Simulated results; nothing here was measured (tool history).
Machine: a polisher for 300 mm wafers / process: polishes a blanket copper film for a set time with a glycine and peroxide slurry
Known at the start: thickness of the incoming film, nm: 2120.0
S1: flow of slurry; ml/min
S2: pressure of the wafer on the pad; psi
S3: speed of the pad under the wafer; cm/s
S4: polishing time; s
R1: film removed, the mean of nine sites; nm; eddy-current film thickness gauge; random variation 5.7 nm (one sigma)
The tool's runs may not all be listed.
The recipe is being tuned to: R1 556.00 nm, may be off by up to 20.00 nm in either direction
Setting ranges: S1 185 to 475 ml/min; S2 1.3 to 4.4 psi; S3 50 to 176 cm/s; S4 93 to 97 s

| run | hour | S1 | S2 | S3 | S4 | R1 |
|---|---|---|---|---|---|---|
| 1 | 0.0 | 305 | 2.8 | 112 | 93 | 426.74 |
| 2 | 2.3 | 305 | 3.2 | 112 | 93 | 481.74 |
| 3 | 7.6 | 305 | 3.3 | 112 | 93 | 485.97 |
| 4 | 15.8 | 305 | 3.3 | 84 | 93 | 398.18 |
| 5 | 17.2 | 305 | 3.6 | 86 | 93 | 446.79 |
| 6 | 19.2 | 305 | 3.8 | 86 | 93 | 466.39 |
|  | 20.9 | head pressure recalibrated |
| 7 | 20.9 | 305 | 4.0 | 86 | 93 | 513.04 |
| 8 | 23.1 | 305 | 4.1 | 86 | 93 | 528.58 |

Exercise: of the 4 proposed moves below, exactly one satisfies all targets within the stated allowed misses. Which move is it?
| A | 25.3 | 300 | 3.8 | 78 | 93 | ? |
| B | 25.3 | 365 | 3.3 | 90 | 97 | ? |
| C | 25.3 | 350 | 4.1 | 76 | 96 | ? |
| D | 25.3 | 315 | 4.4 | 80 | 96 | ? |

| move | R1 |
|---|---|
| A | 465.48 |
| B | 480.23 |
| C | 511.22 |
| D | 556.04 |
A: the biggest miss grows against the last run
B: the biggest miss grows against the last run
C: the biggest miss grows against the last run
D: all results land within tolerance of their targets
Go with D: it meets all targets.
